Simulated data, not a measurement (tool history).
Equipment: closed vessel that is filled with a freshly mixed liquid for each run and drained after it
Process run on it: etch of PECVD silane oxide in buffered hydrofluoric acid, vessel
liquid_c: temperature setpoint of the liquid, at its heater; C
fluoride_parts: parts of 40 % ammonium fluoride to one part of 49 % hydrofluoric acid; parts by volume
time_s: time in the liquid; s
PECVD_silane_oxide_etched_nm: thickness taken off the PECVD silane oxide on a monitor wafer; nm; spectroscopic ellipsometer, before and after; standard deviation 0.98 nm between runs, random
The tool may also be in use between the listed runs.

run	hour	liquid_c	fluoride_parts	time_s	PECVD_silane_oxide_etched_nm
1	0.0	25.0	21.5	90	237.91
2	4.2	26.5	21.5	90	258.37
3	6.2	26.5	21.5	90	257.79
4	11.1	27.5	21.5	90	272.94
5	20.2	29.5	21.5	90	302.09
6	22.6	29.5	27.5	90	255.78
7	25.3	30.0	26.5	90	268.53
8	29.4	30.5	25.5	90	285.00
9	32.5	31.0	25.0	90	294.54

What will run 10 give?
10	36.1	31.5	24.5	90	?

Run 10 yielded PECVD_silane_oxide_etched_nm 306.39 nm.
